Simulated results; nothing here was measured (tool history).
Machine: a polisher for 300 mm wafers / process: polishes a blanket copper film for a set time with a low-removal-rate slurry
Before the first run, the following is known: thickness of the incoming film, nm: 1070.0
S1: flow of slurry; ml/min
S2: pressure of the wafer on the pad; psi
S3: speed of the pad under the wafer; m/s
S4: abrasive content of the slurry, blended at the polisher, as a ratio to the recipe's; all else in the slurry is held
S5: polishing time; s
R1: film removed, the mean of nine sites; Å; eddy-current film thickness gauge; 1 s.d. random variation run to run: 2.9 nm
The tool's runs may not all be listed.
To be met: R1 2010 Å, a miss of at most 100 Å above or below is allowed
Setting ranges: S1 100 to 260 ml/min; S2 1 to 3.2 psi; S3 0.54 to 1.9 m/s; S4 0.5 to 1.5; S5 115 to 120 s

run,hour,S1,S2,S3,S4,S5,R1
1,0,165,2.1,1.22,1,115,3750.3
2,9,165,1.9,1.2,1,115,3399
3,11.3,165,1.8,1.18,1,115,3229.2
4,12.4,165,1.8,1.18,1,120,3309.5
5,14.8,165,2.3,1.18,1,120,4237.7
6,18,165,2.1,1.16,1,120,3712.4
7,26.8,165,1.9,1.14,1,120,3449.5
8,29,165,1.8,1.1,1,120,3123

Consider the 5 candidate settings below. Which is the only one whose results all fall within their allowed miss of target?
A,31.2,130,1.8,0.74,0.95,119,?
B,31.2,130,1.7,0.76,0.8,115,?
C,31.2,130,1.6,1.42,1.3,120,?
D,31.2,155,2.4,1.56,1,120,?
E,31.2,160,2.3,1.34,1.1,120,?

move,R1
A,2005.1
B,1796.4
C,3673.3
D,5736
E,4890.3
A: in spec on every target
B: the result that was furthest off in the last run now lies on the other side of its target
C: moves away from the targets compared with the last run
D: moves away from the targets compared with the last run
E: moves away from the targets compared with the last run
The move that meets every target is A.
